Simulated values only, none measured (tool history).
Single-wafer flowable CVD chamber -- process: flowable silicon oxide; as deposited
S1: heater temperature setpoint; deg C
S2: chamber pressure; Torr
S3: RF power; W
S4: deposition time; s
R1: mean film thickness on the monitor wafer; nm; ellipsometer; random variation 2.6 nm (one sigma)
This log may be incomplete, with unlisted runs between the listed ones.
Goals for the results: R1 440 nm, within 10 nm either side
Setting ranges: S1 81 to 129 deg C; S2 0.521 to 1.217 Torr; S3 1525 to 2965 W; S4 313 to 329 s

run 1 hour=0 | S1=105 S2=0.869 S3=2245 S4=329 | R1=203.98
run 2 hour=2.4 | S1=115 S2=0.869 S3=2245 S4=329 | R1=151.13
run 3 hour=7 | S1=111 S2=0.873 S3=2245 S4=329 | R1=171.53
run 4 hour=12.1 | S1=111 S2=0.873 S3=2405 S4=329 | R1=172.22
run 5 hour=18.1 | S1=111 S2=0.873 S3=2290 S4=329 | R1=170.81
run 6 hour=20 | S1=108 S2=0.876 S3=2290 S4=329 | R1=188.14
run 7 hour=22.7 | S1=105 S2=0.879 S3=2290 S4=329 | R1=206.06
run 8 hour=24.4 | S1=102 S2=0.884 S3=2290 S4=329 | R1=230.35
run 9 hour=29.1 | S1=100 S2=0.885 S3=2290 S4=329 | R1=245.96
run 10 hour=36.3 | S1=98 S2=0.885 S3=2290 S4=329 | R1=260.59
run 11 hour=41.3 | S1=96 S2=0.885 S3=2290 S4=329 | R1=277.69
run 12 hour=45.9 | S1=94 S2=0.885 S3=2290 S4=329 | R1=294.26
run 13 hour=53.3 | S1=92 S2=0.885 S3=2290 S4=329 | R1=316.04
run 14 hour=62.3 | S1=91 S2=0.885 S3=2290 S4=329 | R1=326.78
run 15 hour=63.2 | S1=90 S2=0.885 S3=2290 S4=329 | R1=337.02
run 16 hour=65.8 | S1=89 S2=0.885 S3=2290 S4=329 | R1=349.02
run 17 hour=72.6 | S1=88 S2=0.885 S3=2290 S4=329 | R1=359.1

Which of these 5 next moves meets every target?
run A hour=79.4 | S1=90 S2=1.108 S3=2400 S4=329 | R1=?
run B hour=79.4 | S1=82 S2=0.947 S3=2455 S4=329 | R1=?
run C hour=79.4 | S1=87 S2=1.05 S3=2435 S4=329 | R1=?
run D hour=79.4 | S1=90 S2=0.923 S3=2390 S4=314 | R1=?
run E hour=79.4 | S1=84 S2=0.922 S3=2240 S4=329 | R1=?

move=A R1=420.11
move=B R1=455.47
move=C R1=436.21
move=D R1=336.19
move=E R1=413.77
A: an improvement on the last run, though not all results are within tolerance
B: the result that was furthest off in the last run now lies on the other side of its target
C: hits every target within its allowed miss
D: further off than the last run
E: an improvement on the last run, though not all results are within tolerance
Correct choice: C, which meets every target
